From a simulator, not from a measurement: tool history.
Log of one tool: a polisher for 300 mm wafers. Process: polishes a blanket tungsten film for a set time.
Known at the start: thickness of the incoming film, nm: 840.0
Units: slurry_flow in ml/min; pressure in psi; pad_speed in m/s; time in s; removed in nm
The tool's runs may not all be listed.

run,day,slurry_flow,pressure,pad_speed,slurry_solids,time,removed
1,0.000,245,4.8,1.38,1.0,49,348.30
2,0.029,245,4.8,1.38,1.0,51,365.18
3,0.192,245,4.8,1.62,1.0,51,425.95
4,0.412,245,4.8,1.30,1.0,51,343.00
5,0.546,245,4.8,1.30,1.0,51,345.24
6,0.729,245,4.7,1.30,1.0,51,339.62
7,0.808,245,4.6,1.30,1.0,51,331.66

Run 8 comes next. What will it give?
8,0.871,245,4.5,1.30,1.0,51,?

{"run 8": {"removed": 323.76}}
